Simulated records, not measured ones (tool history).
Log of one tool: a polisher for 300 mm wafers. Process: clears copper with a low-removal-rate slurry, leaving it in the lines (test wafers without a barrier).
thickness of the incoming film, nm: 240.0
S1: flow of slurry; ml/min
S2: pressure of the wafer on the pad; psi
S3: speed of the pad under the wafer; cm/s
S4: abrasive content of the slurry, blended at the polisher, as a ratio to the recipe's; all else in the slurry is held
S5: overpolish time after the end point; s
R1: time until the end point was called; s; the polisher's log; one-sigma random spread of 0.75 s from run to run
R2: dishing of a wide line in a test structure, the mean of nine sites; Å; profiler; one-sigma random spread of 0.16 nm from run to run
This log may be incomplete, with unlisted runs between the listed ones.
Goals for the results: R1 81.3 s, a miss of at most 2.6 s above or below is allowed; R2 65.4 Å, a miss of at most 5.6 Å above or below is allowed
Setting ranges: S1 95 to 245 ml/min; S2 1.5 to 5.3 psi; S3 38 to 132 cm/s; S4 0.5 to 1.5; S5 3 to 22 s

run 1 day=0 | S1=155 S2=3.4 S3=84 S4=1 S5=11 | R1=90.773 R2=206.34
run 2 day=0.246 | S1=155 S2=3.4 S3=72 S4=1 S5=11 | R1=105.91 R2=177.63
run 3 day=0.442 | S1=170 S2=3.5 S3=72 S4=1.05 S5=9 | R1=99.641 R2=152.86
run 4 day=0.783 | S1=170 S2=2.8 S3=72 S4=1.05 S5=9 | R1=116.47 R2=134.54
run 5 day=1.054 | S1=190 S2=3.1 S3=68 S4=1.2 S5=7 | R1=110.52 R2=110.92
run 6 day=1.408 | S1=205 S2=3.5 S3=64 S4=1.3 S5=6 | R1=105.59 R2=96.212
run 7 day=1.45 | S1=215 S2=4 S3=60 S4=1.35 S5=5 | R1=99.976 R2=87.393
run 8 day=1.538 | S1=225 S2=4.4 S3=58 S4=1.4 S5=4 | R1=95.266 R2=74.033
run 9 day=1.888 | S1=230 S2=4.7 S3=58 S4=1.45 S5=4 | R1=88.809 R2=79.973
run 10 day=2.154 | S1=235 S2=4.9 S3=56 S4=1.45 S5=4 | R1=87.595 R2=77.699
run 11 day=2.3 | S1=240 S2=5 S3=56 S4=1.45 S5=4 | R1=87.805 R2=80.908

Which one of the following 4 next-run settings gets every result inside its allowed miss? There is exactly one.
run A day=2.446 | S1=245 S2=5.3 S3=58 S4=1.4 S5=3 | R1=? R2=?
run B day=2.446 | S1=245 S2=5.1 S3=54 S4=1.4 S5=4 | R1=? R2=?
run C day=2.446 | S1=245 S2=3.5 S3=74 S4=1.5 S5=4 | R1=? R2=?
run D day=2.446 | S1=235 S2=4.7 S3=60 S4=1.45 S5=4 | R1=? R2=?

move=A R1=81.453 R2=64.722
move=B R1=89.884 R2=77.85
move=C R1=86.561 R2=80.545
move=D R1=86.213 R2=81.034
A: every result within its allowed miss
B: misses by more than the last run did
C: roughly where the last run was
D: roughly where the last run was
Answer: A
